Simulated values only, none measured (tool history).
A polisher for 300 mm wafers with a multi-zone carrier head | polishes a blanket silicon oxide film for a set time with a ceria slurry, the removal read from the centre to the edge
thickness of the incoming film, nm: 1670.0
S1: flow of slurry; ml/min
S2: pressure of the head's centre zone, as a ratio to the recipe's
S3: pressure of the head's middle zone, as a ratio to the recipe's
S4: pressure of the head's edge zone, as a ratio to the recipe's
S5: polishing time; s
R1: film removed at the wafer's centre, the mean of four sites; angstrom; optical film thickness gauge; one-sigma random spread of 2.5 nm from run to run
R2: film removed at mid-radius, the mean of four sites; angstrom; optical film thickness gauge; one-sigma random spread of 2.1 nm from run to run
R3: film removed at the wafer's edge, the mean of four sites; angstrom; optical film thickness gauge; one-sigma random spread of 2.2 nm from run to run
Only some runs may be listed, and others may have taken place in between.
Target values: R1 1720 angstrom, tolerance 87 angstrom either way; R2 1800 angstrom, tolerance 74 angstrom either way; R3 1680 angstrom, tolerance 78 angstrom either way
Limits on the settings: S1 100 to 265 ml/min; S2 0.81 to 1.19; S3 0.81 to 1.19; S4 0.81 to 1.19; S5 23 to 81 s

run,day,S1,S2,S3,S4,S5,R1,R2,R3
1,0,170,1,1,1,52,1265.1,1309,1244.1
2,0.367,170,0.93,1,1,52,1166.6,1316.2,1276.2
3,0.729,210,0.93,1,1,52,1184.4,1358.6,1298.4
4,0.762,210,0.94,1,1.01,54,1268.3,1372.5,1358.9
5,0.792,210,0.94,1.08,1.01,54,1284.8,1436.7,1334.1
6,0.883,210,0.94,1.08,1.01,56,1304.6,1472.4,1409.2
7,1.225,210,0.95,1.09,1,57,1345.4,1513.6,1422.2
8,1.408,210,0.96,1.1,1,58,1404,1540.6,1407
9,1.754,210,0.96,1.1,1,59,1394.1,1594.7,1436.2

Of the 5 settings listed for the next run, only one would bring every result within its allowed miss of target. Which one?
A,2.1,225,0.81,1.16,0.93,62,?,?,?
B,2.1,265,1.02,0.93,1.19,62,?,?,?
C,2.1,220,1.18,1.13,1.02,54,?,?,?
D,2.1,220,1,1.03,0.96,69,?,?,?
E,2.1,155,1.04,1.15,0.88,58,?,?,?

move,R1,R2,R3
A,1256.7,1749.7,1466
B,1610.6,1559.6,1678.5
C,1595.3,1493.7,1332.6
D,1724.6,1808.8,1655.4
E,1451.5,1567.6,1301.6
A: moves away from the targets compared with the last run
B: gains on the last run, yet a result remains outside its allowed miss
C: moves away from the targets compared with the last run
D: all results land within tolerance of their targets
E: moves away from the targets compared with the last run
D is the move that brings every result within its allowed miss.

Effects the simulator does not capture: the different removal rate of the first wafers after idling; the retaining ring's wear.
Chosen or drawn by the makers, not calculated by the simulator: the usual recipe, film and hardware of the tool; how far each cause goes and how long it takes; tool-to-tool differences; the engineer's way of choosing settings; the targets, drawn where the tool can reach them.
